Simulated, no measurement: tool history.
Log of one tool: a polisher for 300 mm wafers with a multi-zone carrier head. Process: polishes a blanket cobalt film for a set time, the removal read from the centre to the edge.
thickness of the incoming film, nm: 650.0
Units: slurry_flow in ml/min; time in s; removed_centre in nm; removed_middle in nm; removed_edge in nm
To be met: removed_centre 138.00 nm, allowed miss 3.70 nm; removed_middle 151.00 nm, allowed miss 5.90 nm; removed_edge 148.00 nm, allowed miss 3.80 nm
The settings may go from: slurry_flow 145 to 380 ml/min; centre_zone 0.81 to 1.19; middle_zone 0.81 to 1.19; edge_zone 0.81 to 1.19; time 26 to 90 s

run,hour,slurry_flow,centre_zone,middle_zone,edge_zone,time,removed_centre,removed_middle,removed_edge
1,0.0,245,1.00,1.00,1.00,58,230.71,230.27,228.05
2,6.4,240,0.98,0.99,0.98,56,220.76,223.31,216.71
3,15.3,285,0.98,0.99,0.98,56,225.65,225.53,219.72
4,18.1,340,0.98,0.99,0.98,56,228.36,231.73,221.67
5,21.6,335,0.96,0.98,0.97,54,218.77,222.35,213.70
6,27.3,330,0.94,0.97,0.96,52,202.90,212.10,203.11
7,28.5,325,0.93,0.95,0.94,51,197.82,203.76,198.14
8,30.4,320,0.92,0.94,0.93,49,183.92,189.80,186.77
9,34.3,315,0.91,0.93,0.92,48,179.33,188.80,183.50
10,39.9,310,0.90,0.92,0.91,47,174.00,181.02,176.25
11,42.5,300,0.89,0.91,0.90,46,169.96,175.79,171.05
12,47.4,235,0.81,0.88,0.88,38,121.38,141.49,139.53
13,52.2,235,0.81,0.88,0.88,38,123.38,137.18,140.89

Which of these 4 next moves meets every target?
A,57.0,325,0.81,0.85,0.81,41,?,?,?
B,57.0,235,0.85,0.81,0.86,41,?,?,?
C,57.0,245,0.93,0.81,1.03,39,?,?,?
D,57.0,190,1.11,0.81,0.99,34,?,?,?

move,removed_centre,removed_middle,removed_edge
A,137.11,149.65,146.75
B,139.10,140.58,147.31
C,145.59,134.22,152.99
D,146.92,113.61,128.08
A: meets every target
B: brings the result that was furthest off to its target, and leaves another outside
C: takes the result that was furthest off past its target
D: takes the result that was furthest off past its target
The right move is A.
